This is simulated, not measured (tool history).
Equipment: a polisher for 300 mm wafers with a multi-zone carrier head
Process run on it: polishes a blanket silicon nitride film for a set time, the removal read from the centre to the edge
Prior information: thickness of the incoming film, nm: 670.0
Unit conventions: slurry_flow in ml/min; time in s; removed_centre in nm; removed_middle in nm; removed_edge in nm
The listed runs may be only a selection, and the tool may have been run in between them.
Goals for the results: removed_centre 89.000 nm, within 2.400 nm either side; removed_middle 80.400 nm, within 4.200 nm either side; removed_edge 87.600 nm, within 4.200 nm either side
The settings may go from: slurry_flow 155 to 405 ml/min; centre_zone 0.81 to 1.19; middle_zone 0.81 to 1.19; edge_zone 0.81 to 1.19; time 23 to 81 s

| run | day | slurry_flow | centre_zone | middle_zone | edge_zone | time | removed_centre | removed_middle | removed_edge |
|---|---|---|---|---|---|---|---|---|---|
| 1 | 0.000 | 260 | 1.00 | 1.00 | 1.00 | 52 | 72.546 | 74.456 | 74.476 |
| 2 | 0.350 | 260 | 1.06 | 1.00 | 1.00 | 52 | 77.551 | 72.454 | 73.536 |
| 3 | 0.546 | 290 | 1.06 | 1.00 | 1.00 | 52 | 78.052 | 72.328 | 73.966 |
| 4 | 0.658 | 290 | 1.06 | 1.00 | 1.02 | 53 | 78.794 | 73.191 | 77.561 |
| 5 | 0.888 | 290 | 1.07 | 1.01 | 1.03 | 54 | 81.513 | 77.301 | 79.763 |
| 6 | 1.083 | 290 | 1.07 | 1.01 | 1.11 | 54 | 81.746 | 76.415 | 80.636 |
| 7 | 1.125 | 295 | 1.07 | 1.01 | 1.12 | 54 | 81.210 | 76.750 | 84.170 |
| 8 | 1.304 | 295 | 1.08 | 1.01 | 1.12 | 54 | 82.518 | 74.462 | 82.395 |
| 9 | 1.529 | 295 | 1.08 | 1.02 | 1.12 | 54 | 82.530 | 75.465 | 82.751 |
| 10 | 1.650 | 295 | 1.08 | 1.03 | 1.12 | 54 | 82.497 | 78.886 | 80.084 |
| 11 | 1.683 | 300 | 1.08 | 1.03 | 1.12 | 54 | 82.795 | 77.816 | 81.147 |

5 candidate next runs follow, results not yet known. Just one meets every target within its allowed miss. Identify it.
| A | 1.717 | 295 | 1.05 | 1.01 | 1.14 | 57 | ? | ? | ? |
| B | 1.717 | 390 | 1.03 | 0.94 | 1.19 | 56 | ? | ? | ? |
| C | 1.717 | 325 | 1.06 | 1.00 | 1.14 | 63 | ? | ? | ? |
| D | 1.717 | 330 | 1.03 | 1.05 | 1.19 | 55 | ? | ? | ? |
| E | 1.717 | 290 | 1.08 | 1.00 | 1.09 | 58 | ? | ? | ? |

| move | removed_centre | removed_middle | removed_edge |
|---|---|---|---|
| A | 84.606 | 80.257 | 84.912 |
| B | 83.591 | 75.959 | 86.908 |
| C | 95.310 | 88.719 | 94.484 |
| D | 80.980 | 80.834 | 84.375 |
| E | 88.405 | 80.845 | 84.360 |
A: nearer the targets than the last run, but a result is still out of spec
B: nearer the targets than the last run, but a result is still out of spec
C: pushes the last run's worst result past its target
D: misses by more than the last run did
E: each result inside its tolerance
E is the move that brings every result within its allowed miss.
